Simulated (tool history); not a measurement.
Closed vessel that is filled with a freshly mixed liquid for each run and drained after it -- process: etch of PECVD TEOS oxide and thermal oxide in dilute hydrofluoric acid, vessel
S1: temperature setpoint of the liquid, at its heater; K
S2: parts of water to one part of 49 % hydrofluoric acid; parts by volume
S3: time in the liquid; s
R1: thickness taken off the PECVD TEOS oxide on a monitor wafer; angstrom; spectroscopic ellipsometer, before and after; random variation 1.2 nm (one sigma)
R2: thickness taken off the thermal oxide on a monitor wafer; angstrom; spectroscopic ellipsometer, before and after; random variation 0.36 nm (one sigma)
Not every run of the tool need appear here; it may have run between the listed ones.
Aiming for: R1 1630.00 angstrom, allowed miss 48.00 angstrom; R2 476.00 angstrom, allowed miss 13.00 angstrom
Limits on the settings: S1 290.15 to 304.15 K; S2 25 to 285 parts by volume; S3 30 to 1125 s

Run 1, hour 0.0: S1 296.15 K, S2 155 parts by volume, S3 575 s. Result: R1 553.22 angstrom, R2 161.55 angstrom.
Run 2, hour 6.4: S1 298.15 K, S2 130 parts by volume, S3 575 s. Result: R1 726.63 angstrom, R2 215.33 angstrom.
Run 3, hour 12.4: S1 301.15 K, S2 130 parts by volume, S3 575 s. Result: R1 823.48 angstrom, R2 238.63 angstrom.
Run 4, hour 15.7: S1 301.15 K, S2 130 parts by volume, S3 410 s. Result: R1 588.62 angstrom, R2 174.01 angstrom.
Run 5, hour 20.3: S1 301.15 K, S2 80 parts by volume, S3 410 s. Result: R1 1031.70 angstrom, R2 300.16 angstrom.
Run 6, hour 21.7: S1 301.15 K, S2 80 parts by volume, S3 225 s. Result: R1 557.62 angstrom, R2 165.18 angstrom.
Run 7, hour 23.0: S1 301.65 K, S2 65 parts by volume, S3 255 s. Result: R1 818.85 angstrom, R2 237.89 angstrom.
Run 8, hour 31.4: S1 302.15 K, S2 55 parts by volume, S3 265 s. Result: R1 1027.50 angstrom, R2 302.85 angstrom.
Run 9, hour 35.0: S1 304.15 K, S2 25 parts by volume, S3 285 s. Result: R1 2791.10 angstrom, R2 816.14 angstrom.
Run 10, hour 44.3: S1 303.65 K, S2 25 parts by volume, S3 285 s. Result: R1 2734.90 angstrom, R2 799.60 angstrom.
Run 11, hour 48.8: S1 303.15 K, S2 25 parts by volume, S3 285 s. Result: R1 2655.30 angstrom, R2 786.63 angstrom.
Run 12, hour 52.0: S1 302.15 K, S2 25 parts by volume, S3 285 s. Result: R1 2605.30 angstrom, R2 747.72 angstrom.
Run 13, hour 57.4: S1 301.15 K, S2 30 parts by volume, S3 285 s. Result: R1 2031.40 angstrom, R2 598.29 angstrom.
Run 14, hour 60.1: S1 300.15 K, S2 30 parts by volume, S3 285 s. Result: R1 1926.70 angstrom, R2 577.49 angstrom.
Run 15, hour 67.1: S1 299.65 K, S2 30 parts by volume, S3 285 s. Result: R1 1918.60 angstrom, R2 552.82 angstrom.
Run 16, hour 74.6: S1 299.15 K, S2 30 parts by volume, S3 285 s. Result: R1 1882.70 angstrom, R2 545.72 angstrom.

Of the 4 settings listed for the next run, only one would bring every result within its allowed miss of target. Which one?
Run A, hour 82.1: S1 290.15 K, S2 25 parts by volume, S3 320 s. Result: R1 ?, R2 ?.
Run B, hour 82.1: S1 299.65 K, S2 25 parts by volume, S3 200 s. Result: R1 ?, R2 ?.
Run C, hour 82.1: S1 294.15 K, S2 25 parts by volume, S3 270 s. Result: R1 ?, R2 ?.
Run D, hour 82.1: S1 297.15 K, S2 65 parts by volume, S3 570 s. Result: R1 ?, R2 ?.

move       R1      R2
   A  1698.00  506.58
   B  1592.60  475.15
   C  1705.50  508.85
   D  1491.60  445.02
A: gains on the last run, yet a result remains outside its allowed miss
B: meets every target
C: gains on the last run, yet a result remains outside its allowed miss
D: moves the result that the last run missed by most past its target, out the other side
B meets every target.

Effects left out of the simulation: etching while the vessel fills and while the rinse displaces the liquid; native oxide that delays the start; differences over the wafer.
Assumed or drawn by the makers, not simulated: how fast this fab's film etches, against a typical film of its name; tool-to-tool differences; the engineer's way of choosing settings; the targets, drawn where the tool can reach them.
